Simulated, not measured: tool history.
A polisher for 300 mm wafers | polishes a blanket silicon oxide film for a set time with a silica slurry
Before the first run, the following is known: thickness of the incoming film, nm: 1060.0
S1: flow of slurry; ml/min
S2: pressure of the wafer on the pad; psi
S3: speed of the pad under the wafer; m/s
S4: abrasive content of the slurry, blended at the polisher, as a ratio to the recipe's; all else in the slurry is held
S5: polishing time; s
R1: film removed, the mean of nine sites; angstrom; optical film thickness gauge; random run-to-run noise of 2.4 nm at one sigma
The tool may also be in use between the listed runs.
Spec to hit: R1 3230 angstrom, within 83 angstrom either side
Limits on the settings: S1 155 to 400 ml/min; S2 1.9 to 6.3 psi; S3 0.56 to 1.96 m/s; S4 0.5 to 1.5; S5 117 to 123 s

run 1 day=0 | S1=255 S2=4.1 S3=1.26 S4=1 S5=117 | R1=4768.2
run 2 day=0.208 | S1=255 S2=4.1 S3=1.26 S4=1 S5=117 | R1=4770.6
run 3 day=0.579 | S1=255 S2=3.9 S3=1.26 S4=1 S5=117 | R1=4569.3
run 4 day=0.742 | S1=255 S2=3.7 S3=1.26 S4=1 S5=117 | R1=4399.5
run 5 day=0.967 | S1=255 S2=2.8 S3=1.26 S4=1 S5=117 | R1=3595.8
run 6 day=1.054 | S1=255 S2=2.7 S3=1.26 S4=1 S5=117 | R1=3413
run 7 day=1.171 | S1=245 S2=2.6 S3=1.26 S4=1 S5=117 | R1=3333
run 8 day=1.396 | S1=240 S2=2.6 S3=1.26 S4=1 S5=117 | R1=3338.9
run 9 day=1.533 | S1=235 S2=2.6 S3=1.26 S4=1 S5=117 | R1=3324.3
run 10 day=1.65 | S1=230 S2=2.6 S3=1.26 S4=1 S5=117 | R1=3328.7

Which of these 4 next moves meets every target?
run A day=1.767 | S1=235 S2=2.4 S3=1.14 S4=1.15 S5=117 | R1=?
run B day=1.767 | S1=255 S2=3 S3=1.38 S4=0.85 S5=117 | R1=?
run C day=1.767 | S1=225 S2=2.5 S3=1.2 S4=1.1 S5=119 | R1=?
run D day=1.767 | S1=260 S2=2.6 S3=1.42 S4=0.85 S5=123 | R1=?

move=A R1=3231.1
move=B R1=3492.4
move=C R1=3391.1
move=D R1=3370.4
A: every result within its allowed miss
B: misses by more than the last run did
C: misses by more than the last run did
D: misses by more than the last run did
A is the move that brings every result within its allowed miss.

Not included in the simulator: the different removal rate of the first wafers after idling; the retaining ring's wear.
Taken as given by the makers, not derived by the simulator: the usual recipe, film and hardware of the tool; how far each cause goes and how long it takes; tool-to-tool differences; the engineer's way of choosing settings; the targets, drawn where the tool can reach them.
